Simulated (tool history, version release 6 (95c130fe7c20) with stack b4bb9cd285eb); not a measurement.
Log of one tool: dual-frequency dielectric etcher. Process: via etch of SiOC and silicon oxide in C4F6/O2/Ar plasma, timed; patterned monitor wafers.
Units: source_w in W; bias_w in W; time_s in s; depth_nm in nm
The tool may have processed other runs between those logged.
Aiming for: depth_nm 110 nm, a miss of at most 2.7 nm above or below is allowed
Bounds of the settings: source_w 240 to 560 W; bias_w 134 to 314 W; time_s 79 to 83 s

run    day  source_w  bias_w  time_s  depth_nm
  1      0       400     224      79     92.46
  2  0.108       360     224      79    86.745
  3  0.238       400     229      79    93.431
  4  0.492       400     229      83    99.187
  5  0.725       340     229      83    88.649
     1.079  -- bias power generator calibrated
  6  1.079       370     232      83    95.145
  7  1.192       390     234      83    98.803
  8  1.367       390     234      83    98.394
  9  1.721       410     236      83    101.92
 10  1.975       420     237      83    104.46
 11  2.092       430     238      83    104.77
 12   2.45       480     249      83    114.15
 13  2.683       470     248      83    112.83

Of the 4 settings listed for the next run, only one would bring every result within its allowed miss of target. Which one?
  A  2.917       480     255      83         ?
  B  2.917       510     263      81         ?
  C  2.917       520     199      83         ?
  D  2.917       480     254    82.5         ?

move  depth_nm
   A    115.33
   B    117.76
   C    109.52
   D    114.46
A: moves away from the targets compared with the last run
B: moves away from the targets compared with the last run
C: all results in spec
D: moves away from the targets compared with the last run
C meets every target.

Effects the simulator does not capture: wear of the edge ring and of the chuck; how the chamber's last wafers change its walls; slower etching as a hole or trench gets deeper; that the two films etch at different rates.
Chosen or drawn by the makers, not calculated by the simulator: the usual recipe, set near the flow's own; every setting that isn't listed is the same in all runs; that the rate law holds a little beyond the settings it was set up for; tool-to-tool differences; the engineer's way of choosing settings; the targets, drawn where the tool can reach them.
